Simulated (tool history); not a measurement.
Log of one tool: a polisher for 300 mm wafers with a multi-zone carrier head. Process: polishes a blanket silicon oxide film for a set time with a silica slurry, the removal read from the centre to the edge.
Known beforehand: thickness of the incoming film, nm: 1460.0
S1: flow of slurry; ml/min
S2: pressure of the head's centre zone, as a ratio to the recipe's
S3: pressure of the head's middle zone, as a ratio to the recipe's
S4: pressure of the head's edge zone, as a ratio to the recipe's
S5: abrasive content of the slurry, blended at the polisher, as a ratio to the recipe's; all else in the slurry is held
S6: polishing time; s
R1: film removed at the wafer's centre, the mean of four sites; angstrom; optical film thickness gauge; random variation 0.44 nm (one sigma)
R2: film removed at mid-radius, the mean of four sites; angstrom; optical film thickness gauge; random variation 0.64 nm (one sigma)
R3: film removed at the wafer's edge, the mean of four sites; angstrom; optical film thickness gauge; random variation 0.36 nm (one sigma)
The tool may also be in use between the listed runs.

run 1 hour=0.0 | S1=300 S2=1.00 S3=1.00 S4=1.00 S5=1.00 S6=39 | R1=773.48 R2=766.64 R3=778.93
run 2 hour=2.1 | S1=300 S2=1.07 S3=1.00 S4=1.00 S5=1.00 S6=39 | R1=823.38 R2=750.97 R3=773.55
run 3 hour=7.3 | S1=300 S2=1.10 S3=1.00 S4=1.00 S5=1.00 S6=39 | R1=846.78 R2=760.67 R3=776.40
run 4 hour=16.1 | S1=300 S2=1.10 S3=1.00 S4=1.00 S5=1.00 S6=43 | R1=929.65 R2=828.72 R3=861.29
run 5 hour=24.5 | S1=300 S2=1.09 S3=0.97 S4=0.97 S5=0.90 S6=41 | R1=837.32 R2=726.46 R3=750.12
run 6 hour=30.6 | S1=290 S2=1.06 S3=0.93 S4=0.95 S5=0.80 S6=41 | R1=762.05 R2=646.85 R3=702.03
run 7 hour=34.0 | S1=295 S2=1.05 S3=0.92 S4=0.92 S5=0.75 S6=40 | R1=703.58 R2=616.57 R3=653.08
run 8 hour=38.2 | S1=290 S2=1.05 S3=0.90 S4=0.90 S5=0.70 S6=40 | R1=677.87 R2=580.23 R3=627.43
run 9 hour=44.1 | S1=290 S2=1.05 S3=0.89 S4=0.88 S5=0.65 S6=40 | R1=645.91 R2=538.15 R3=578.06
run 10 hour=49.0 | S1=255 S2=0.98 S3=0.82 S4=0.81 S5=0.65 S6=40 | R1=592.13 R2=503.01 R3=556.68
run 11 hour=50.6 | S1=255 S2=0.99 S3=0.82 S4=0.81 S5=0.65 S6=40 | R1=601.45 R2=498.22 R3=551.39
run 12 hour=59.6 | S1=250 S2=0.99 S3=0.82 S4=0.81 S5=0.65 S6=40 | R1=589.88 R2=492.09 R3=555.58

Run 13 comes next. What will it give?
run 13 hour=63.3 | S1=265 S2=1.03 S3=0.86 S4=0.81 S5=0.50 S6=40 | R1=? R2=? R3=?

{"run 13": {"R1": 517.3, "R2": 439.18, "R3": 464.34}}
